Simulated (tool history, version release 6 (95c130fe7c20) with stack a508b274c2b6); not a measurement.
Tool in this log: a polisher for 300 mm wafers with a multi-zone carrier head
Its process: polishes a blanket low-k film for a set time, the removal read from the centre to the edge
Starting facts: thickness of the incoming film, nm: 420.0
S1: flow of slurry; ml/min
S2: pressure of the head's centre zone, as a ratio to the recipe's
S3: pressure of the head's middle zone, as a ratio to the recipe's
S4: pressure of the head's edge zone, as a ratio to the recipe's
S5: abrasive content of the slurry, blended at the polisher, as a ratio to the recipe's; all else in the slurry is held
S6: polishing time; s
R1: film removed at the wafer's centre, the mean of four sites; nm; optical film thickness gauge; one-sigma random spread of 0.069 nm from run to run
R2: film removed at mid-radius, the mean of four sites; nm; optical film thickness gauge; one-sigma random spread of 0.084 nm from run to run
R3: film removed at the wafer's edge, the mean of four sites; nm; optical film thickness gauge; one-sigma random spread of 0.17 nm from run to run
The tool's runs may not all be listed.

Run 1, hour 0: S1 235 ml/min, S2 1, S3 1, S4 1, S5 1, S6 41 s. Result: R1 13.772 nm, R2 14.272 nm, R3 13.587 nm.
Run 2, hour 4.9: S1 230 ml/min, S2 0.98, S3 0.99, S4 0.98, S5 1, S6 41 s. Result: R1 13.536 nm, R2 14.046 nm, R3 13.48 nm.
Run 3, hour 13.1: S1 230 ml/min, S2 0.98, S3 0.99, S4 0.98, S5 1, S6 51 s. Result: R1 16.735 nm, R2 17.403 nm, R3 16.953 nm.
Run 4, hour 21.4: S1 275 ml/min, S2 0.98, S3 0.99, S4 0.98, S5 1, S6 51 s. Result: R1 17.212 nm, R2 17.909 nm, R3 16.918 nm.
Run 5, hour 23.6: S1 275 ml/min, S2 0.98, S3 0.99, S4 1.04, S5 1, S6 51 s. Result: R1 17.322 nm, R2 18.127 nm, R3 17.659 nm.
Run 6, hour 31.5: S1 275 ml/min, S2 0.96, S3 0.98, S4 1.01, S5 0.95, S6 51 s. Result: R1 16.538 nm, R2 17.577 nm, R3 16.632 nm.
Run 7, hour 36.4: S1 265 ml/min, S2 0.94, S3 0.96, S4 1, S5 0.9, S6 51 s. Result: R1 15.93 nm, R2 16.768 nm, R3 16.452 nm.
Run 8, hour 44.3: S1 260 ml/min, S2 0.92, S3 0.96, S4 0.98, S5 0.85, S6 50 s. Result: R1 14.81 nm, R2 16.123 nm, R3 15.497 nm.

Estimate the outcome of run 9 from the log above:
Run 9, hour 48.2: S1 260 ml/min, S2 0.91, S3 0.95, S4 0.96, S5 0.8, S6 50 s. Result: R1 ?, R2 ?, R3 ?.

R1: 14.292 nm
R2: 15.41 nm
R3: 14.802 nm

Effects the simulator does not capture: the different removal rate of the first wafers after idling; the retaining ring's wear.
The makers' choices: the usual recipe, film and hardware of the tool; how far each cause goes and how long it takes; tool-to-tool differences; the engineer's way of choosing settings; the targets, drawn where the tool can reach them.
